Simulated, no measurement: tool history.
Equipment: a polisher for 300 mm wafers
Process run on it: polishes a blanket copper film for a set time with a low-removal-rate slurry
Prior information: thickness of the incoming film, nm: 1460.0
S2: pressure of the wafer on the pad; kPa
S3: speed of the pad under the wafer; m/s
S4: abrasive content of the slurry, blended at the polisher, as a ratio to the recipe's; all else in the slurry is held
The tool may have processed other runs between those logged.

run 1 hour=0 | flow_of_slurry_(ml/min)=215 S2=23.4 S3=1.22 S4=1 polishing_time_(s)=43 | film_removed_(Å)=2136.6
run 2 hour=1.7 | flow_of_slurry_(ml/min)=215 S2=27.6 S3=1.22 S4=1 polishing_time_(s)=43 | film_removed_(Å)=2369.6
run 3 hour=6.4 | flow_of_slurry_(ml/min)=180 S2=27.6 S3=1.22 S4=1 polishing_time_(s)=43 | film_removed_(Å)=2363.2
run 4 hour=12 | flow_of_slurry_(ml/min)=180 S2=25.5 S3=1.2 S4=1 polishing_time_(s)=43 | film_removed_(Å)=2205.8
run 5 hour=13.1 | flow_of_slurry_(ml/min)=180 S2=24.1 S3=1.18 S4=1 polishing_time_(s)=43 | film_removed_(Å)=1998.7
run 6 hour=17.7 | flow_of_slurry_(ml/min)=180 S2=26.9 S3=1.18 S4=1 polishing_time_(s)=43 | film_removed_(Å)=2238.7
run 7 hour=24.6 | flow_of_slurry_(ml/min)=180 S2=25.5 S3=1.18 S4=1 polishing_time_(s)=43 | film_removed_(Å)=2132.1
run 8 hour=31.4 | flow_of_slurry_(ml/min)=180 S2=25.5 S3=1.18 S4=1 polishing_time_(s)=43 | film_removed_(Å)=2131

Estimate the outcome of run 9 from the log above:
run 9 hour=33.2 | flow_of_slurry_(ml/min)=180 S2=24.1 S3=1.18 S4=1 polishing_time_(s)=43 | film_removed_(Å)=?

film removed (Å): 2090
